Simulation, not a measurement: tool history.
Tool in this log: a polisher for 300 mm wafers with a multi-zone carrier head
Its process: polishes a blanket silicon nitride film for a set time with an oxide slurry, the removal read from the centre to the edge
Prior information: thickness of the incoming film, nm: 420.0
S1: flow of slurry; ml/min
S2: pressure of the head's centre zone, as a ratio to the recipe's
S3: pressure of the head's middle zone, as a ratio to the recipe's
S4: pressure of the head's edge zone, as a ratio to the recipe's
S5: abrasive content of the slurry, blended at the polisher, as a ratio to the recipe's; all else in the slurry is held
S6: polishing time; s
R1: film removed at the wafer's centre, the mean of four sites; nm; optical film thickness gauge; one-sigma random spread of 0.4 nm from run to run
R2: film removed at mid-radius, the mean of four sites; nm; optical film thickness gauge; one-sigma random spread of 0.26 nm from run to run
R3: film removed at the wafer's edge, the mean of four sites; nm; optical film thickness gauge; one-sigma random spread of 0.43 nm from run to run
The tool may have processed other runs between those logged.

| run | hour | S1 | S2 | S3 | S4 | S5 | S6 | R1 | R2 | R3 |
|---|---|---|---|---|---|---|---|---|---|---|
| 1 | 0.0 | 270 | 1.00 | 1.00 | 1.00 | 1.00 | 32 | 22.771 | 22.427 | 21.753 |
| 2 | 1.1 | 270 | 1.03 | 0.99 | 1.03 | 1.10 | 32 | 24.680 | 22.693 | 23.059 |
| 3 | 7.8 | 270 | 1.03 | 0.99 | 1.03 | 1.00 | 32 | 23.383 | 22.003 | 22.237 |
| 4 | 10.7 | 270 | 1.05 | 1.00 | 1.06 | 1.10 | 32 | 24.687 | 23.226 | 22.853 |
| 5 | 11.3 | 270 | 1.05 | 1.00 | 1.06 | 1.20 | 32 | 25.796 | 24.419 | 23.963 |
| 6 | 12.0 | 270 | 1.06 | 0.98 | 1.07 | 1.25 | 33 | 27.302 | 24.623 | 25.068 |
| 7 | 19.8 | 270 | 1.07 | 0.97 | 1.08 | 1.30 | 34 | 29.025 | 25.643 | 26.463 |
| 8 | 25.0 | 275 | 1.08 | 0.96 | 1.09 | 1.35 | 34 | 29.385 | 25.960 | 26.892 |
| 9 | 30.2 | 275 | 1.09 | 0.95 | 1.10 | 1.40 | 34 | 29.924 | 25.423 | 27.360 |
| 10 | 36.5 | 275 | 1.10 | 0.95 | 1.11 | 1.40 | 34 | 30.451 | 26.042 | 27.186 |

Expected results for the next run?
| 11 | 45.2 | 275 | 1.10 | 0.94 | 1.11 | 1.40 | 35 | ? | ? | ? |

{"run 11": {"R1": 31.037, "R2": 26.198, "R3": 27.856}}
